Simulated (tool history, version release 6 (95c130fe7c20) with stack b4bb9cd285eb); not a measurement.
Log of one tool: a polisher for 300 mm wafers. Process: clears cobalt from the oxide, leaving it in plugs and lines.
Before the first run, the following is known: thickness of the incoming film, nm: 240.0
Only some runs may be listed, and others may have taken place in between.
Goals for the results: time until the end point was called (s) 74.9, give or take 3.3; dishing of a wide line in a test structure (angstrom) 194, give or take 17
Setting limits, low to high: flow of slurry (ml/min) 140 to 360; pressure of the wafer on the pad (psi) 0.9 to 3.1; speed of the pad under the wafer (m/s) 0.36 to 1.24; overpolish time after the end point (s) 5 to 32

run	hour	flow of slurry (ml/min)	pressure of the wafer on the pad (psi)	speed of the pad under the wafer (m/s)	overpolish time after the end point (s)	time until the end point was called (s)	dishing of a wide line in a test structure (angstrom)
1	0	230	2	0.8	16	64.784	385.09
2	5.2	230	2	0.8	14	63.742	342.94
3	11.4	230	2	0.88	14	58.772	361.38
4	15.9	230	2	0.88	19	60.089	434.38
5	21.1	225	1.9	0.9	17	60.011	422.18
6	23.2	225	1.9	0.9	11	58.729	318.6
7	25.4	240	1.8	0.88	10	63.363	277.61
8	28	245	1.7	0.88	9	67.738	253.23
9	34	310	1.4	0.92	5	74.303	148.43
10	42.6	305	1.4	0.92	5	75.346	136.67
11	44.7	295	1.4	0.92	5	75.891	146.83
12	51.4	290	1.4	0.92	5	75.863	137.92
13	57.1	285	1.4	0.92	6	75.916	165.84
14	62.7	280	1.4	0.92	6	75.357	166.36
15	66.5	275	1.4	0.92	6	76.5	165.25
# hour 70.6: slurry nozzle cleaned
16	70.6	270	1.4	0.92	6	71.321	174.53
17	79.2	270	1.4	0.92	6	70.735	174.46
18	82.3	270	1.4	0.9	8	70.985	222.42
19	86.4	275	1.4	0.9	8	71.308	217.35
20	93.3	280	1.4	0.9	8	71.868	221.52

Pick the move, out of 5, that brings all results within their allowed miss; only one does.
A	100.2	315	1.5	0.94	6	?	?
B	100.2	295	1.2	1.14	5	?	?
C	100.2	310	1.4	0.74	6	?	?
D	100.2	285	1.1	1.02	8	?	?
E	100.2	285	1.3	0.94	7	?	?

move	time until the end point was called (s)	dishing of a wide line in a test structure (angstrom)
A	64.587	194.98
B	67.477	161.68
C	85.466	154.57
D	81.369	204.31
E	74.76	196.35
A: the worst result of the last run now meets its target, but another is out of spec
B: takes the result that was furthest off past its target
C: takes the result that was furthest off past its target
D: the worst result of the last run now meets its target, but another is out of spec
E: meets every target
The right move is E.

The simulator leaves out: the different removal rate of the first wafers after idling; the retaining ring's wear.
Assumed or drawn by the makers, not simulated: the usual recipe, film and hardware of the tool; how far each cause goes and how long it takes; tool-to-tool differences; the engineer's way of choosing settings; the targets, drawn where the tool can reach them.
